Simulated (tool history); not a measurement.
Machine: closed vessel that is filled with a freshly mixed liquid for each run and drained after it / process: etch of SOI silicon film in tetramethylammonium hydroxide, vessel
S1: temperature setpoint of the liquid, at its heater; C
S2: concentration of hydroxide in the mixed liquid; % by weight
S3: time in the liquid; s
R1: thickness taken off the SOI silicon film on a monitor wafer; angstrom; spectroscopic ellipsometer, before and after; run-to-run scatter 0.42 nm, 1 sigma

{"run": 1, "hour": 0.0, "S1": 63.0, "S2": 9.5, "S3": 30, "R1": 1451.9}
{"run": 2, "hour": 8.6, "S1": 63.0, "S2": 9.5, "S3": 30, "R1": 1443.4}
{"run": 3, "hour": 13.7, "S1": 63.0, "S2": 9.5, "S3": 30, "R1": 1448.7}
{"run": 4, "hour": 22.6, "S1": 66.0, "S2": 9.5, "S3": 30, "R1": 1732.1}
{"run": 5, "hour": 27.7, "S1": 63.5, "S2": 9.5, "S3": 30, "R1": 1488.3}
{"run": 6, "hour": 32.1, "S1": 63.5, "S2": 11.5, "S3": 30, "R1": 1388.4}
{"run": 7, "hour": 39.4, "S1": 62.5, "S2": 11.5, "S3": 30, "R1": 1306.8}
{"run": 8, "hour": 47.6, "S1": 61.5, "S2": 11.5, "S3": 30, "R1": 1226.1}
{"run": 9, "hour": 53.0, "S1": 61.0, "S2": 11.5, "S3": 30, "R1": 1195.1}

Forecast run 10:
{"run": 10, "hour": 57.1, "S1": 60.5, "S2": 11.5, "S3": 30, "R1": "?"}

R1: 1156.8 angstrom

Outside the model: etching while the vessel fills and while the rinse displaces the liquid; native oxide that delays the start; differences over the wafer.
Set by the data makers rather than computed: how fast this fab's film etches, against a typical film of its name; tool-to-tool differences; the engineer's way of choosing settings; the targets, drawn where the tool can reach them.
